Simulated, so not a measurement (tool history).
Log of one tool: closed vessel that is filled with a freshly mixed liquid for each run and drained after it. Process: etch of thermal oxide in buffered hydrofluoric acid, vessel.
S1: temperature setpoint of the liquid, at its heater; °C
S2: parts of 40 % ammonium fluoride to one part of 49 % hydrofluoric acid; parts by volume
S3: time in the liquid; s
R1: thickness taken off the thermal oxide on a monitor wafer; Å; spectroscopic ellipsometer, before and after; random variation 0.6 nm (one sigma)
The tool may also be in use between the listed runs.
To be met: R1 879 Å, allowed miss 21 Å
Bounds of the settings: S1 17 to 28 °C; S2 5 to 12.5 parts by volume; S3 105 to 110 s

run 1 hour=0 | S1=20 S2=7.5 S3=105 | R1=1365
run 2 hour=3.9 | S1=19.5 S2=8 S3=105 | R1=1257.2
run 3 hour=11 | S1=17.5 S2=8 S3=105 | R1=1128
run 4 hour=18.4 | S1=17.5 S2=8.5 S3=105 | R1=1037.9
run 5 hour=26.8 | S1=17.5 S2=8.5 S3=110 | R1=1086.1
run 6 hour=30.3 | S1=17 S2=8.5 S3=110 | R1=1060.4
run 7 hour=37.6 | S1=17 S2=9 S3=110 | R1=991.09
run 8 hour=39.3 | S1=17 S2=10 S3=110 | R1=926.72

4 next moves are on the table. One of them brings every result within its allowed miss. Which?
run A hour=41 | S1=17 S2=10.5 S3=105 | R1=?
run B hour=41 | S1=17.5 S2=10 S3=110 | R1=?
run C hour=41 | S1=17 S2=10.5 S3=110 | R1=?
run D hour=41 | S1=17 S2=9.5 S3=105 | R1=?

move=A R1=853.29
move=B R1=964.35
move=C R1=893.93
move=D R1=924.26
A: takes the result that was furthest off past its target
B: further off than the last run
C: meets every target
D: nearer than the last run, and not there yet
Move C is the one to make.
